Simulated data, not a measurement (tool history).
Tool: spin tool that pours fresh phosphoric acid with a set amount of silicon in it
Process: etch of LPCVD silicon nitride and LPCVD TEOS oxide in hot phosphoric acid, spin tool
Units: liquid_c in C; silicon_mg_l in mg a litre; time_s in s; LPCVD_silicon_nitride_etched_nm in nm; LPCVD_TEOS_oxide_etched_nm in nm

run	hour	liquid_c	silicon_mg_l	time_s	LPCVD_silicon_nitride_etched_nm	LPCVD_TEOS_oxide_etched_nm
1	0.0	163.0	24.0	180	18.462	0.37575
2	3.2	162.5	27.5	175	17.926	0.31447
3	5.5	162.5	27.5	115	11.686	0.18903
4	12.5	162.5	27.5	175	17.780	0.28634
5	20.5	162.5	14.5	175	17.896	0.46999
6	24.5	162.5	21.5	175	17.876	0.34822
7	29.2	162.0	24.5	170	17.299	0.31131
8	35.9	162.0	28.0	165	16.586	0.26672
9	42.7	162.0	31.0	160	16.283	0.22443

Forecast run 10:
10	46.6	159.5	46.0	130	?	?

Run 10 gave LPCVD_silicon_nitride_etched_nm 11.716 nm, LPCVD_TEOS_oxide_etched_nm 0.06805 nm.
